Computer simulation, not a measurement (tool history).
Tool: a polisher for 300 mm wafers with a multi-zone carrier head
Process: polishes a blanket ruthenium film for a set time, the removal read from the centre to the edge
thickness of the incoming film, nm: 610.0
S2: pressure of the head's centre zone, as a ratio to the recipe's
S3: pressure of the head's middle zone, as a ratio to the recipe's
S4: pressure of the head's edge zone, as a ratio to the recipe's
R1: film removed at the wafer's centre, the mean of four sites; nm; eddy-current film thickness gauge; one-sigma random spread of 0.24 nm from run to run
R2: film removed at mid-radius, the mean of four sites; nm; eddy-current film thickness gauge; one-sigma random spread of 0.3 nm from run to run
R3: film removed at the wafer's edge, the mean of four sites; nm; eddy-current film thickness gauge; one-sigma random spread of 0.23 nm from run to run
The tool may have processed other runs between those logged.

{"run": 1, "hour": 0.0, "flow of slurry (ml/min)": 250, "S2": 1, "S3": 1, "S4": 1, "polishing time (s)": 31, "R1": 36.249, "R2": 35.925, "R3": 36.395}
{"run": 2, "hour": 2.8, "flow of slurry (ml/min)": 305, "S2": 1, "S3": 1, "S4": 1, "polishing time (s)": 31, "R1": 36.756, "R2": 36.807, "R3": 37.107}
{"run": 3, "hour": 9.6, "flow of slurry (ml/min)": 305, "S2": 1, "S3": 1, "S4": 1, "polishing time (s)": 38, "R1": 44.843, "R2": 44.753, "R3": 45.934}
{"run": 4, "hour": 12.3, "flow of slurry (ml/min)": 305, "S2": 1, "S3": 1, "S4": 0.96, "polishing time (s)": 38, "R1": 44.596, "R2": 45.292, "R3": 44.601}
{"run": 5, "hour": 19.0, "flow of slurry (ml/min)": 305, "S2": 1, "S3": 1, "S4": 0.93, "polishing time (s)": 38, "R1": 44.822, "R2": 44.769, "R3": 43.095}
{"run": 6, "hour": 25.0, "flow of slurry (ml/min)": 305, "S2": 0.93, "S3": 1, "S4": 0.93, "polishing time (s)": 38, "R1": 41.439, "R2": 44.982, "R3": 43.598}
{"run": 7, "hour": 30.7, "flow of slurry (ml/min)": 295, "S2": 0.93, "S3": 0.97, "S4": 0.91, "polishing time (s)": 37, "R1": 40.928, "R2": 42.511, "R3": 42.25}
{"run": 8, "hour": 39.6, "flow of slurry (ml/min)": 290, "S2": 0.92, "S3": 0.95, "S4": 0.9, "polishing time (s)": 36, "R1": 39.137, "R2": 41.096, "R3": 40.303}

What does the tool deliver on the next run?
{"run": 9, "hour": 41.5, "flow of slurry (ml/min)": 285, "S2": 0.92, "S3": 0.93, "S4": 0.9, "polishing time (s)": 35, "R1": "?", "R2": "?", "R3": "?"}

R1: 37.419 nm
R2: 39.098 nm
R3: 39.52 nm

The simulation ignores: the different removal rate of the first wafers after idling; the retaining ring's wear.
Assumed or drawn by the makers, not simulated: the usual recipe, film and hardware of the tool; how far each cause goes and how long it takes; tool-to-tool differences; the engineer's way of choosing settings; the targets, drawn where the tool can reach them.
